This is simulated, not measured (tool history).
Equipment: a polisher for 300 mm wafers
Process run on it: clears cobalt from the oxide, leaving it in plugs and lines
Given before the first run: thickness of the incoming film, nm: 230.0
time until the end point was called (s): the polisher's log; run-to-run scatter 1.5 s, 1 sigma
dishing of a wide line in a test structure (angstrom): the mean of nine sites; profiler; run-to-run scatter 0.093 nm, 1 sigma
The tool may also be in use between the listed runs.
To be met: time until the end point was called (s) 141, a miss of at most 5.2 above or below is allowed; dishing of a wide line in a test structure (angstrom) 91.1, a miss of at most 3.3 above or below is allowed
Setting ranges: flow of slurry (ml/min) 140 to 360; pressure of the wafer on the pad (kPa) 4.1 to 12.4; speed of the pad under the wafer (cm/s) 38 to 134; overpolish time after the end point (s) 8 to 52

run	hour	flow of slurry (ml/min)	pressure of the wafer on the pad (kPa)	speed of the pad under the wafer (cm/s)	overpolish time after the end point (s)	time until the end point was called (s)	dishing of a wide line in a test structure (angstrom)
1	0	230	8.3	86	26	79.081	103.68
2	7.8	215	7.6	86	23	85.513	100.85
3	14.5	215	6.9	84	21	97.337	99.144
4	21.2	215	6.9	94	21	87.638	101.15
5	29.6	215	7.6	94	21	79.123	99.915
6	33.2	210	6.9	92	19	90.972	97.897
7	34.2	210	6.9	92	19	90.893	97.334
8	38.8	210	6.2	92	18	100.48	97.384
9	43	210	6.2	92	18	100.09	99.006
10	48	200	6.2	92	17	99.889	98.913
11	52.8	210	6.2	92	16	100.74	96.99
12	59.1	210	6.2	92	15	101.08	93.722
13	61.8	210	6.2	92	14	99.749	95.401
14	62.4	210	6.2	92	13	99.986	92.883
15	70.6	210	4.8	90	11	127.9	84.924
16	74.7	205	4.8	90	12	126.48	85.644
17	83.6	200	4.8	90	14	129.62	91.121
18	88.2	195	4.8	90	14	131.23	89.622
# hour 92.9: worn pad replaced by a new one
19	92.9	190	4.8	90	14	116.7	92.869
20	101.7	255	4.1	88	17	132.95	95.385
21	107.5	250	4.1	88	17	135.69	94.707

Below are 5 possible settings for the next run. Only one of them brings all results inside the allowed miss of their targets. Which is it?
A	113.3	255	4.8	80	16	?	?
B	113.3	230	4.1	94	18	?	?
C	113.3	260	4.1	88	21	?	?
D	113.3	210	4.1	86	16	?	?
E	113.3	350	6.2	52	22	?	?

move	time until the end point was called (s)	dishing of a wide line in a test structure (angstrom)
A	129.13	92.345
B	129.76	94.219
C	136.38	96.001
D	142.49	90.691
E	146.84	96.202
A: brings the result that was furthest off to its target, and leaves another outside
B: brings the result that was furthest off to its target, and leaves another outside
C: further off than the last run
D: all results in spec
E: further off than the last run
D meets every target.
